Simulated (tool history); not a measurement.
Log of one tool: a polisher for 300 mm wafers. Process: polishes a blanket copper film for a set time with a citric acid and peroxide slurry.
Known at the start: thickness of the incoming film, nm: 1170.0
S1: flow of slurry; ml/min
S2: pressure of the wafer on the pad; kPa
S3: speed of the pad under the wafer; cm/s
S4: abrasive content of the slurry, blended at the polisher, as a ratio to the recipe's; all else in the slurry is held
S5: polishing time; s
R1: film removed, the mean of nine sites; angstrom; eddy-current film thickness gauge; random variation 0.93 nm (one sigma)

| run | hour | S1 | S2 | S3 | S4 | S5 | R1 |
|---|---|---|---|---|---|---|---|
| 1 | 0 | 130 | 17.9 | 122 | 1 | 85 | 2161.4 |
| 2 | 1.6 | 150 | 17.9 | 122 | 1 | 85 | 2199.5 |
| 3 | 3.6 | 150 | 17.9 | 122 | 1.1 | 85 | 2250.4 |
| 4 | 11.8 | 150 | 17.9 | 122 | 1.1 | 89 | 2366.2 |
| 5 | 16.9 | 150 | 17.9 | 122 | 1 | 89 | 2317 |
| 6 | 24.8 | 145 | 15.9 | 122 | 1 | 89 | 2041.3 |

Run 7 comes next. What will it give?
| 7 | 28.9 | 140 | 14.5 | 122 | 1 | 89 | ? |

R1: 1880.7 angstrom

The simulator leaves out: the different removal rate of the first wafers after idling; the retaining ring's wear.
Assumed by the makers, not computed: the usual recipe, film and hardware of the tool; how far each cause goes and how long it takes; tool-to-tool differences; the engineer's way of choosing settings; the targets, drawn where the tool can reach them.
